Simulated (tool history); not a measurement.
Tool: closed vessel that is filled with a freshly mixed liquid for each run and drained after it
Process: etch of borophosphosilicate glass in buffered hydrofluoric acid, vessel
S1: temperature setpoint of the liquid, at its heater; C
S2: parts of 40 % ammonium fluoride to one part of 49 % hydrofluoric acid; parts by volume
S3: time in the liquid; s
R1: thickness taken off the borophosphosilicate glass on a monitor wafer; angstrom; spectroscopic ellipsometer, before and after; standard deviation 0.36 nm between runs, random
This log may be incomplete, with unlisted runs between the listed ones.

| run | hour | S1 | S2 | S3 | R1 |
|---|---|---|---|---|---|
| 1 | 0.0 | 20.0 | 23.5 | 45 | 260.02 |
| 2 | 1.2 | 20.0 | 17.5 | 45 | 330.95 |
| 3 | 4.0 | 20.0 | 11.5 | 45 | 500.69 |
| 4 | 10.9 | 20.0 | 11.5 | 35 | 394.81 |
| 5 | 11.5 | 20.0 | 17.0 | 35 | 265.65 |
| 6 | 16.0 | 21.5 | 16.5 | 35 | 298.14 |

Run 7, settings as shown, results not yet in. Your forecast:
| 7 | 20.3 | 22.0 | 15.0 | 35 | ? |

{"run 7": {"R1": 338.93}}
